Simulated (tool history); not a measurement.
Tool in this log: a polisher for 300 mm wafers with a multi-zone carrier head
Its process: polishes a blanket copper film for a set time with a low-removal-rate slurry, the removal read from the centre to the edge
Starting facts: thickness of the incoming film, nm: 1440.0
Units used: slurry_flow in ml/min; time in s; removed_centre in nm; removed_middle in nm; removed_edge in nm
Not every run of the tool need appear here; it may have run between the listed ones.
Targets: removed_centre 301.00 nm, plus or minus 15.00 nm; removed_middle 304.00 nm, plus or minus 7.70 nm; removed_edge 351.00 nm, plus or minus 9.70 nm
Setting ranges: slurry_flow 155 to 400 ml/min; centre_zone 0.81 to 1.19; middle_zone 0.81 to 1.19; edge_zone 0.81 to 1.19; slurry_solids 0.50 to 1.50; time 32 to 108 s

Run 1, hour 0.0: slurry_flow 255 ml/min, centre_zone 1.00, middle_zone 1.00, edge_zone 1.00, slurry_solids 1.00, time 70 s. Result: removed_centre 243.31 nm, removed_middle 247.27 nm, removed_edge 249.37 nm.
Run 2, hour 7.9: slurry_flow 255 ml/min, centre_zone 1.00, middle_zone 1.00, edge_zone 1.08, slurry_solids 1.00, time 70 s. Result: removed_centre 249.87 nm, removed_middle 246.29 nm, removed_edge 255.70 nm.
Run 3, hour 11.9: slurry_flow 255 ml/min, centre_zone 1.08, middle_zone 1.00, edge_zone 1.08, slurry_solids 1.00, time 70 s. Result: removed_centre 266.32 nm, removed_middle 243.52 nm, removed_edge 256.66 nm.
Run 4, hour 16.2: slurry_flow 255 ml/min, centre_zone 1.08, middle_zone 0.96, edge_zone 1.08, slurry_solids 1.00, time 70 s. Result: removed_centre 266.51 nm, removed_middle 234.29 nm, removed_edge 256.74 nm.
Run 5, hour 17.9: slurry_flow 255 ml/min, centre_zone 1.15, middle_zone 0.96, edge_zone 1.08, slurry_solids 1.00, time 70 s. Result: removed_centre 290.88 nm, removed_middle 237.94 nm, removed_edge 256.05 nm.
Run 6, hour 19.2: slurry_flow 255 ml/min, centre_zone 1.15, middle_zone 0.96, edge_zone 1.08, slurry_solids 1.00, time 56 s. Result: removed_centre 227.82 nm, removed_middle 188.87 nm, removed_edge 204.66 nm.
Run 7, hour 27.8: slurry_flow 255 ml/min, centre_zone 1.15, middle_zone 0.96, edge_zone 1.08, slurry_solids 1.00, time 56 s. Result: removed_centre 227.52 nm, removed_middle 190.46 nm, removed_edge 204.66 nm.
Run 8, hour 32.1: slurry_flow 260 ml/min, centre_zone 1.05, middle_zone 0.94, edge_zone 1.18, slurry_solids 1.25, time 75 s. Result: removed_centre 301.92 nm, removed_middle 261.93 nm, removed_edge 308.64 nm.
Run 9, hour 37.3: slurry_flow 265 ml/min, centre_zone 1.02, middle_zone 0.95, edge_zone 1.18, slurry_solids 1.30, time 76 s. Result: removed_centre 295.70 nm, removed_middle 277.33 nm, removed_edge 312.86 nm.
Run 10, hour 43.7: slurry_flow 265 ml/min, centre_zone 0.93, middle_zone 0.87, edge_zone 1.19, slurry_solids 1.50, time 83 s. Result: removed_centre 297.24 nm, removed_middle 287.73 nm, removed_edge 351.47 nm.
Run 11, hour 45.8: slurry_flow 270 ml/min, centre_zone 0.93, middle_zone 0.88, edge_zone 1.19, slurry_solids 1.50, time 83 s. Result: removed_centre 303.23 nm, removed_middle 285.90 nm, removed_edge 359.31 nm.
Run 12, hour 50.5: slurry_flow 270 ml/min, centre_zone 0.93, middle_zone 0.90, edge_zone 1.18, slurry_solids 1.50, time 83 s. Result: removed_centre 302.22 nm, removed_middle 294.48 nm, removed_edge 357.27 nm.

Pick the move, out of 4, that brings all results within their allowed miss; only one does.
Run A, hour 55.2: slurry_flow 245 ml/min, centre_zone 1.10, middle_zone 0.93, edge_zone 1.11, slurry_solids 1.45, time 82 s. Result: removed_centre ?, removed_middle ?, removed_edge ?.
Run B, hour 55.2: slurry_flow 210 ml/min, centre_zone 0.94, middle_zone 0.95, edge_zone 1.18, slurry_solids 1.45, time 85 s. Result: removed_centre ?, removed_middle ?, removed_edge ?.
Run C, hour 55.2: slurry_flow 265 ml/min, centre_zone 1.03, middle_zone 0.90, edge_zone 1.02, slurry_solids 1.50, time 81 s. Result: removed_centre ?, removed_middle ?, removed_edge ?.
Run D, hour 55.2: slurry_flow 280 ml/min, centre_zone 0.90, middle_zone 0.82, edge_zone 1.19, slurry_solids 1.40, time 87 s. Result: removed_centre ?, removed_middle ?, removed_edge ?.

move  removed_centre  removed_middle  removed_edge
   A          350.27          294.75        333.33
   B          303.89          305.80        351.80
   C          329.43          288.17        320.41
   D          305.38          283.58        367.81
A: lands further from the targets than the last run did
B: all results land within tolerance of their targets
C: lands further from the targets than the last run did
D: lands further from the targets than the last run did
The move that meets every target is B.

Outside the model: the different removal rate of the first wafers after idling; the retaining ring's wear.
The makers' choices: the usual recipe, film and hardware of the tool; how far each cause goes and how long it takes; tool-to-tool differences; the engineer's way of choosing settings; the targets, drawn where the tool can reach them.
